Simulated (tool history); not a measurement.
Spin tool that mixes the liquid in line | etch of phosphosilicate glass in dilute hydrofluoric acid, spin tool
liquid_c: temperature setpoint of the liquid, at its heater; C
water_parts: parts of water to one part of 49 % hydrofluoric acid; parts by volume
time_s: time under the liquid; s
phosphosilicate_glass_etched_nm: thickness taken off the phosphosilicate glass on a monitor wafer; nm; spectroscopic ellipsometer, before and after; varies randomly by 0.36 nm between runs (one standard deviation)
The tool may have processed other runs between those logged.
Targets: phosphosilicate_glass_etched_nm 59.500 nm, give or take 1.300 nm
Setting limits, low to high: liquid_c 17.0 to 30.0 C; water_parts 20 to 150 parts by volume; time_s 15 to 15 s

run  hour  liquid_c  water_parts  time_s  phosphosilicate_glass_etched_nm
  1   0.0      22.0           85      15                           23.008
  2   5.8      18.5           85      15                           20.041
  3  12.2      18.5          100      15                           16.777
  4  19.1      19.5           95      15                           18.348
  5  21.7      19.5           80      15                           22.079
  6  22.9      19.5           80      15                           22.230
  7  30.9      20.5           75      15                           24.928
  8  39.5      21.5           70      15                           27.945
  9  44.6      22.5           65      15                           31.487
 10  52.2      23.5           65      15                           33.325

Exactly one of the 4 candidate moves below puts every result within its allowed miss. Which one?
  A  59.8      25.0           55      15                                ?
  B  59.8      24.0           30      15                                ?
  C  59.8      25.5           40      15                                ?
  D  59.8      25.0           30      15                                ?

move  phosphosilicate_glass_etched_nm
   A                           42.178
   B                           76.753
   C                           60.422
   D                           80.020
A: an improvement on the last run, though not all results are within tolerance
B: the result that was furthest off in the last run now lies on the other side of its target
C: all results land within tolerance of their targets
D: the result that was furthest off in the last run now lies on the other side of its target
Answer: C
